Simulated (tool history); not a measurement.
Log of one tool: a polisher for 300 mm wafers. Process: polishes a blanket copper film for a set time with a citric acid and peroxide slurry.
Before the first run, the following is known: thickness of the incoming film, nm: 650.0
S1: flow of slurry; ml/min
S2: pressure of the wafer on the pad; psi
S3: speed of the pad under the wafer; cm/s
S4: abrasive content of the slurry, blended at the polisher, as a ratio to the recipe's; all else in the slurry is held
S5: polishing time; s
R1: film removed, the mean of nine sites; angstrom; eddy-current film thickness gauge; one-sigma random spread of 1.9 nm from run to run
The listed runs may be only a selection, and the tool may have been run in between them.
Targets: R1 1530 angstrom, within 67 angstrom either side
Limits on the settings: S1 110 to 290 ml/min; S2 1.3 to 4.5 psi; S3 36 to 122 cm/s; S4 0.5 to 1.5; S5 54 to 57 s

run  hour   S1   S2  S3  S4  S5      R1
  1     0  185  2.9  78   1  54    1034
  2   5.2  185  2.4  78   1  54   910.3
  3  10.4  185  2.7  78   1  54  1006.2
  4  11.8  185  2.7  70   1  54     892
  5    19  185  3.4  70   1  54  1061.8
  6  26.5  185  3.6  72   1  54  1142.3
  7  27.5  185  3.8  72   1  54  1176.3
     34.8  -- slurry blender recalibrated
  8  34.8  185  3.9  74   1  54  1332.3
  9  35.9  185    4  74   1  54  1395.1
 10  41.3  185    4  74   1  54  1388.9
 11  46.8  185  4.2  74   1  54  1413.7

Pick the move, out of 5, that brings all results within their allowed miss; only one does.
  A  52.3  155  4.3  76   0.9  54   ?
  B  52.3  205  4.2  82     1  57   ?
  C  52.3  215  4.5  76  1.05  57   ?
  D  52.3  215    4  72   1.3  57   ?
  E  52.3  150  4.1  84   0.7  54   ?

move      R1
   A  1431.8
   B  1704.9
   C    1704
   D  1529.8
   E    1439
A: nearer than the last run, and not there yet
B: takes the result that was furthest off past its target
C: takes the result that was furthest off past its target
D: every result lands within tolerance
E: nearer than the last run, and not there yet
The right move is D.
